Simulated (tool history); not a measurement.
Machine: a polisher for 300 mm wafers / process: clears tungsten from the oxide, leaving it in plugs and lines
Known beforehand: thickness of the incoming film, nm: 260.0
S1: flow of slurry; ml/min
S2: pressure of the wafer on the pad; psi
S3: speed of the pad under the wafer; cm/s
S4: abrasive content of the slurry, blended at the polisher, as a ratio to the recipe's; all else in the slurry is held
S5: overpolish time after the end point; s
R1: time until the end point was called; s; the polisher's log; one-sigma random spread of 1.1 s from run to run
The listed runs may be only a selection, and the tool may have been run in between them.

run,hour,S1,S2,S3,S4,S5,R1
1,0,140,3.4,112,1,5,46.616
2,3.4,175,3.4,112,1,5,46.444
3,8.9,175,3.7,112,1,5,42.411
4,16.2,175,3.7,88,1,5,51.639
5,19.4,175,3.2,86,1,5,60.582
6,24,175,2.8,86,1,5,67.951

Expected results for the next run?
7,32.8,175,2.5,86,1,5,?

{"run 7": {"R1": 77.192}}
